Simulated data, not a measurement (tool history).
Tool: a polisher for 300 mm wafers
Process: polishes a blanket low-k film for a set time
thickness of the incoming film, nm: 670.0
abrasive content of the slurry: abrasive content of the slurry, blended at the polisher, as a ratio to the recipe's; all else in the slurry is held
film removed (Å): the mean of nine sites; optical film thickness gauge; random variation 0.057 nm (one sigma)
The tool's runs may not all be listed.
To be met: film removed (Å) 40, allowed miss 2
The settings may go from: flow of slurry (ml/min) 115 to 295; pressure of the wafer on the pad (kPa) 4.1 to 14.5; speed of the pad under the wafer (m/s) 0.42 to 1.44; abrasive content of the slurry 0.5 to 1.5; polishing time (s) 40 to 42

run,day,flow of slurry (ml/min),pressure of the wafer on the pad (kPa),speed of the pad under the wafer (m/s),abrasive content of the slurry,polishing time (s),film removed (Å)
1,0,190,9,0.92,1,40,84.725
2,0.204,190,9,1.08,1,40,95.597
3,0.246,190,8.3,1.04,1,40,87.915
4,0.388,190,7.6,1,1,40,82.047
5,0.667,190,7.6,0.94,1,40,76.889
6,0.946,190,7.6,0.9,1,40,76.289
7,1.217,190,6.9,0.86,1,40,68.838
8,1.346,190,6.9,0.82,1,40,65.938
9,1.712,190,6.9,0.8,1,40,64.75

Which of these 4 next moves meets every target?
A,2.079,195,6.9,0.56,0.8,42,?
B,2.079,205,4.1,0.54,1.1,40,?
C,2.079,185,4.8,0.72,1,40,?
D,2.079,210,9.7,0.86,1,42,?

move,film removed (Å)
A,47.174
B,40.351
C,49.046
D,90.38
A: nearer than the last run, and not there yet
B: meets every target
C: nearer than the last run, and not there yet
D: further off than the last run
Move B is the one to make.

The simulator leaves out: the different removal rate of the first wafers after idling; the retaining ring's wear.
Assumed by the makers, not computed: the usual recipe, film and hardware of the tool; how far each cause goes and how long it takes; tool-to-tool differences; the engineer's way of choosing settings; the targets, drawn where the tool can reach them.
